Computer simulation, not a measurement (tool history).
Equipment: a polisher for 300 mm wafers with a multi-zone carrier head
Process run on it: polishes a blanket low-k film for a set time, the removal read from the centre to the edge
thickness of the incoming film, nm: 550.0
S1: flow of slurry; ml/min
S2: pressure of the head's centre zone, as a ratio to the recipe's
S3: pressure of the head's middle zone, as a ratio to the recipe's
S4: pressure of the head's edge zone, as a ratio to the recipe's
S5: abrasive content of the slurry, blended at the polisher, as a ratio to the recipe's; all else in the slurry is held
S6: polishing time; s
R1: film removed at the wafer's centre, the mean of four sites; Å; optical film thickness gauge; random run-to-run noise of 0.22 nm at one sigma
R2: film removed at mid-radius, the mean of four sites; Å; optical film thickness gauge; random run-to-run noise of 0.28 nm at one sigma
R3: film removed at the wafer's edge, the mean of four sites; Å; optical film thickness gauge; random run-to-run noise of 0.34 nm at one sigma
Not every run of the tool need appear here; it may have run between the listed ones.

| run | day | S1 | S2 | S3 | S4 | S5 | S6 | R1 | R2 | R3 |
|---|---|---|---|---|---|---|---|---|---|---|
| 1 | 0 | 175 | 1 | 1 | 1 | 1 | 65 | 211.89 | 208.2 | 211.68 |
| 2 | 0.221 | 175 | 1.06 | 1 | 1 | 1 | 65 | 221.08 | 209.41 | 211.44 |
| 3 | 0.3 | 175 | 1.06 | 1 | 1 | 0.85 | 65 | 207.59 | 194.32 | 196.88 |
| 4 | 0.667 | 175 | 1.12 | 1 | 1 | 0.85 | 65 | 222.31 | 196.91 | 194.98 |
| 5 | 0.825 | 175 | 1.12 | 1 | 1 | 0.85 | 58 | 194.85 | 171.12 | 179.14 |
| 6 | 0.967 | 190 | 1.13 | 1.04 | 1.05 | 1.05 | 58 | 222.03 | 198.96 | 195.54 |
| 7 | 1.329 | 185 | 1.1 | 1.03 | 1.08 | 1.2 | 60 | 235.03 | 216.19 | 216.03 |

For run 8, what comes out?
| 8 | 1.358 | 190 | 1.09 | 1.03 | 1.11 | 1.3 | 61 | ? | ? | ? |

Run 8 produced R1 240.27 Å, R2 225.69 Å, R3 227.04 Å.
